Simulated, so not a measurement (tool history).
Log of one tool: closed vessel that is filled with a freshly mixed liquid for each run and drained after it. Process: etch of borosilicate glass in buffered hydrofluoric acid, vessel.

run	day	temperature setpoint of the liquid (C)	parts of 40 % ammonium fluoride to one part of 49 % hydrofluoric acid (parts by volume)	time in the liquid (s)	thickness taken off the borosilicate glass on a monitor wafer (nm)
1	0	22	17.5	95	72.45
2	0.179	19.5	17.5	95	63.952
3	0.529	22.5	14.5	95	88.752
4	0.579	24.5	12.5	95	115.7
5	0.912	21.5	12.5	95	98.596
6	1.133	25	12.5	95	118.05
# day 1.262: hydrofluoric acid flow meter replaced
7	1.262	26.5	11.5	95	123.75
8	1.45	27.5	10	95	151.07

Forecast run 9:
9	1.679	30	10	95	?

Run 9 gave thickness taken off the borosilicate glass on a monitor wafer (nm) 172.3.

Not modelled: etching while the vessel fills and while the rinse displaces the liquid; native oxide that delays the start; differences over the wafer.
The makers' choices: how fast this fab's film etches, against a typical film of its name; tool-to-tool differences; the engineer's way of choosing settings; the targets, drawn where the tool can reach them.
